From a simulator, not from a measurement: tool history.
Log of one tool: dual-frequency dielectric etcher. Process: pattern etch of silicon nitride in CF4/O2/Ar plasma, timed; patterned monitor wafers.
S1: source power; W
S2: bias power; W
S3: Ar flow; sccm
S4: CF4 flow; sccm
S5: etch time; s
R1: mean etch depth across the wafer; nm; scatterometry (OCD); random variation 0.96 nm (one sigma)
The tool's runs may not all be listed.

run,day,S1,S2,S3,S4,S5,R1
1,0.000,560,49,82,107,180.0,339.08
2,0.350,570,49,82,107,180.0,344.43
3,0.617,570,49,82,107,180.0,344.50
4,0.892,570,43,82,107,180.0,332.51
5,1.121,580,43,82,107,180.0,338.28
6,1.183,590,43,82,107,180.0,344.07
7,1.292,600,43,82,107,180.0,348.05
8,1.458,600,43,82,107,180.0,349.50
9,1.708,610,43,82,107,180.0,354.88
10,1.738,620,43,82,107,180.0,360.48

Run 11 comes next. What will it give?
11,2.038,630,43,82,107,180.0,?

Run 11 gave R1 366.03 nm.
